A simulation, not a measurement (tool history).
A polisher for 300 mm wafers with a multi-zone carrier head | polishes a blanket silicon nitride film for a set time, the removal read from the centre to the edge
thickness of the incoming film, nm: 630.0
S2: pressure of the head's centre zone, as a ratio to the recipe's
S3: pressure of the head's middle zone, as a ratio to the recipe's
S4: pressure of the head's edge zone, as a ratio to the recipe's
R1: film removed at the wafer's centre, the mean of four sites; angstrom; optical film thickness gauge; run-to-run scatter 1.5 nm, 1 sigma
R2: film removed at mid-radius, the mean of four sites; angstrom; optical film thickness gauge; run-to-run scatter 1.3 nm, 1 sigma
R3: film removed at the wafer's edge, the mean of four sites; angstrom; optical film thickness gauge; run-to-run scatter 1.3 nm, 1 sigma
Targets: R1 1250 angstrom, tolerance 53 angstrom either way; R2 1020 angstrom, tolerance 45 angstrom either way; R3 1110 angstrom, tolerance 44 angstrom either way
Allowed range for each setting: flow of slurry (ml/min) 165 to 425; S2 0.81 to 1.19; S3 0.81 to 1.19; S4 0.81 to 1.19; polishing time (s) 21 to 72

run 1 hour=0 | flow_of_slurry_(ml/min)=275 S2=1 S3=1 S4=1 polishing_time_(s)=46 | R1=843.01 R2=848.82 R3=865.25
run 2 hour=1 | flow_of_slurry_(ml/min)=280 S2=1.04 S3=1 S4=1.02 polishing_time_(s)=48 | R1=905.96 R2=880.92 R3=900.08
run 3 hour=4.5 | flow_of_slurry_(ml/min)=230 S2=1.04 S3=1 S4=1.02 polishing_time_(s)=48 | R1=880.7 R2=856.41 R3=875.34
run 4 hour=11 | flow_of_slurry_(ml/min)=230 S2=1.04 S3=1.07 S4=1.02 polishing_time_(s)=48 | R1=890.51 R2=904.9 R3=887.31
run 5 hour=15.7 | flow_of_slurry_(ml/min)=200 S2=1.04 S3=1.07 S4=1.02 polishing_time_(s)=48 | R1=848.54 R2=881.37 R3=873.66
run 6 hour=20.5 | flow_of_slurry_(ml/min)=225 S2=1.07 S3=1.05 S4=1.06 polishing_time_(s)=50 | R1=949.02 R2=933.88 R3=935.09
run 7 hour=23.5 | flow_of_slurry_(ml/min)=245 S2=1.09 S3=1.02 S4=1.09 polishing_time_(s)=51 | R1=988.47 R2=923.78 R3=978.14
run 8 hour=27.9 | flow_of_slurry_(ml/min)=265 S2=1.11 S3=1.02 S4=1.1 polishing_time_(s)=52 | R1=1077.1 R2=949.33 R3=1004
run 9 hour=36.8 | flow_of_slurry_(ml/min)=285 S2=1.12 S3=1.02 S4=1.12 polishing_time_(s)=52 | R1=1076.6 R2=979.76 R3=1029.3

Next run, 4 choices. One meets every target within its allowed miss, the rest don't. Which?
run A hour=45.7 | flow_of_slurry_(ml/min)=350 S2=1.05 S3=1.02 S4=1.18 polishing_time_(s)=53 | R1=? R2=? R3=?
run B hour=45.7 | flow_of_slurry_(ml/min)=310 S2=1.05 S3=1.06 S4=1.09 polishing_time_(s)=49 | R1=? R2=? R3=?
run C hour=45.7 | flow_of_slurry_(ml/min)=245 S2=1.03 S3=0.95 S4=1.15 polishing_time_(s)=54 | R1=? R2=? R3=?
run D hour=45.7 | flow_of_slurry_(ml/min)=340 S2=1.13 S3=0.92 S4=1 polishing_time_(s)=58 | R1=? R2=? R3=?

move=A R1=1045 R2=1020.2 R3=1093.7
move=B R1=954.63 R2=963.93 R3=962.07
move=C R1=1001.8 R2=943.51 R3=1069.9
move=D R1=1227 R2=1021 R3=1100.6
A: the biggest miss grows against the last run
B: the biggest miss grows against the last run
C: the biggest miss grows against the last run
D: each result inside its tolerance
D is the move that brings every result within its allowed miss.
